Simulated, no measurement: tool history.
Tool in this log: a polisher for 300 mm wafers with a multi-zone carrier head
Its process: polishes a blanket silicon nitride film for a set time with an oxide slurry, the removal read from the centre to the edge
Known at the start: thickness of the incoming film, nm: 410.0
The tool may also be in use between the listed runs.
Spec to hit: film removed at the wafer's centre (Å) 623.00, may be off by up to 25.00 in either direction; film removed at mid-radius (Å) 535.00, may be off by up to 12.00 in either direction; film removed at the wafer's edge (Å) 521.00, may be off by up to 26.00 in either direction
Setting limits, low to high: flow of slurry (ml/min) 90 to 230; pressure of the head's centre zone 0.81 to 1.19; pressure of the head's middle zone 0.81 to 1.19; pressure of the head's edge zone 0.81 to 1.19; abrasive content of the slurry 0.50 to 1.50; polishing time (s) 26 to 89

| run | day | flow of slurry (ml/min) | pressure of the head's centre zone | pressure of the head's middle zone | pressure of the head's edge zone | abrasive content of the slurry | polishing time (s) | film removed at the wafer's centre (Å) | film removed at mid-radius (Å) | film removed at the wafer's edge (Å) |
|---|---|---|---|---|---|---|---|---|---|---|
| 1 | 0.000 | 150 | 1.00 | 1.00 | 1.00 | 1.00 | 57 | 322.71 | 321.21 | 332.20 |
| 2 | 0.283 | 150 | 0.94 | 1.00 | 1.00 | 1.00 | 57 | 314.87 | 323.41 | 327.90 |
| 3 | 0.488 | 175 | 0.94 | 1.00 | 1.00 | 1.00 | 57 | 305.01 | 323.71 | 323.22 |
| 4 | 0.542 | 170 | 0.98 | 1.01 | 0.98 | 1.10 | 59 | 346.52 | 351.13 | 358.17 |
|  | 0.800 | worn pad replaced by a new one |
| 5 | 0.800 | 165 | 1.01 | 1.03 | 0.95 | 1.15 | 61 | 429.14 | 424.66 | 418.23 |
| 6 | 0.938 | 165 | 1.01 | 1.03 | 1.01 | 1.15 | 61 | 423.43 | 426.19 | 435.07 |
| 7 | 0.962 | 165 | 1.01 | 1.03 | 1.01 | 1.15 | 61 | 437.41 | 429.81 | 425.26 |
| 8 | 1.204 | 160 | 1.04 | 1.04 | 1.02 | 1.15 | 61 | 444.95 | 428.27 | 423.98 |
| 9 | 1.271 | 200 | 1.14 | 1.10 | 1.11 | 1.40 | 62 | 547.26 | 505.36 | 502.07 |
| 10 | 1.571 | 220 | 1.19 | 1.08 | 1.04 | 1.50 | 63 | 596.65 | 519.48 | 498.49 |

Next run, 5 choices. One meets every target within its allowed miss, the rest don't. Which?
| A | 1.871 | 210 | 1.12 | 1.18 | 1.07 | 1.25 | 69 | ? | ? | ? |
| B | 1.871 | 215 | 1.18 | 1.11 | 1.01 | 1.50 | 66 | ? | ? | ? |
| C | 1.871 | 210 | 1.10 | 0.99 | 1.12 | 1.45 | 70 | ? | ? | ? |
| D | 1.871 | 180 | 1.17 | 1.12 | 0.93 | 1.45 | 62 | ? | ? | ? |
| E | 1.871 | 230 | 1.19 | 1.07 | 1.04 | 1.35 | 67 | ? | ? | ? |

| move | film removed at the wafer's centre (Å) | film removed at mid-radius (Å) | film removed at the wafer's edge (Å) |
|---|---|---|---|
| A | 567.01 | 568.80 | 519.13 |
| B | 612.37 | 552.95 | 517.33 |
| C | 595.88 | 524.65 | 570.71 |
| D | 551.77 | 507.64 | 455.32 |
| E | 608.29 | 527.43 | 515.92 |
A: pushes the last run's worst result past its target
B: pushes the last run's worst result past its target
C: brings the result that was furthest off to its target, and leaves another outside
D: the biggest miss grows against the last run
E: hits every target within its allowed miss
Move E is the one to make.
